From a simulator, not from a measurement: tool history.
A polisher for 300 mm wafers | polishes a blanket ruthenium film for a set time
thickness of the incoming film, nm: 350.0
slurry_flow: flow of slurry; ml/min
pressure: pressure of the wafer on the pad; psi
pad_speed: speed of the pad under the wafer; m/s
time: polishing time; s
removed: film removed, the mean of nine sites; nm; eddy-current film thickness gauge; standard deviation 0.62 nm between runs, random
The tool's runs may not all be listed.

{"run": 1, "day": 0.0, "slurry_flow": 310, "pressure": 2.5, "pad_speed": 1.2, "time": 42, "removed": 79.97}
{"run": 2, "day": 0.358, "slurry_flow": 310, "pressure": 2.3, "pad_speed": 1.2, "time": 42, "removed": 72.166}
{"run": 3, "day": 0.504, "slurry_flow": 310, "pressure": 2.7, "pad_speed": 1.2, "time": 42, "removed": 85.384}
{"run": 4, "day": 0.696, "slurry_flow": 310, "pressure": 2.6, "pad_speed": 1.2, "time": 42, "removed": 81.36}
{"run": 5, "day": 0.783, "slurry_flow": 310, "pressure": 2.5, "pad_speed": 1.2, "time": 42, "removed": 78.557}
{"run": 6, "day": 1.158, "slurry_flow": 310, "pressure": 2.5, "pad_speed": 1.34, "time": 42, "removed": 88.317}
{"run": 7, "day": 1.233, "slurry_flow": 310, "pressure": 2.3, "pad_speed": 1.34, "time": 42, "removed": 81.543}
{"run": 8, "day": 1.388, "slurry_flow": 310, "pressure": 2.2, "pad_speed": 1.34, "time": 42, "removed": 79.18}

Run 9, settings as shown, results not yet in. Your forecast:
{"run": 9, "day": 1.508, "slurry_flow": 310, "pressure": 2.1, "pad_speed": 1.34, "time": 42, "removed": "?"}

removed: 74.629 nm

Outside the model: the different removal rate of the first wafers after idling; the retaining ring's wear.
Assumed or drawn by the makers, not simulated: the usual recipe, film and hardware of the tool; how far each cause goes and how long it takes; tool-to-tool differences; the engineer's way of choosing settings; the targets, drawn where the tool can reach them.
